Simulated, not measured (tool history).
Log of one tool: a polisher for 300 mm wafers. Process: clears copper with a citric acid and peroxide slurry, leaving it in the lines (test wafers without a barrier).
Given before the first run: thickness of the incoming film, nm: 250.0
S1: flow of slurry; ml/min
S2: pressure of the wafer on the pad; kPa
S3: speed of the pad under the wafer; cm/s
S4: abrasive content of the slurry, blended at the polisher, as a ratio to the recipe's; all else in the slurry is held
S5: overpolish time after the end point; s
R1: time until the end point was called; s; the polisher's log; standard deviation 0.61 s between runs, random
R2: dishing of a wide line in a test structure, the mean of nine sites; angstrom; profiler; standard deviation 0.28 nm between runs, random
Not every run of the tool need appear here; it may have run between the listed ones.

run	hour	S1	S2	S3	S4	S5	R1	R2
1	0	235	22.8	130	1	15	96.355	268.49
2	1.8	235	22.8	162	1	15	76.608	323.99
3	3.1	235	22.8	162	1	9	77.556	212.96
4	8.6	240	22.8	162	1	9	75.932	215.38
5	17.5	245	22.8	162	1	9	75.673	213.37
6	26.2	250	22.8	162	1	9	74.383	215.66
7	31.4	250	22.8	162	1	9	76.04	214.13

Run 8 is up next; what results do you expect?
8	34.4	255	22.8	162	1	9	?	?

R1: 76.207 s
R2: 210.84 angstrom
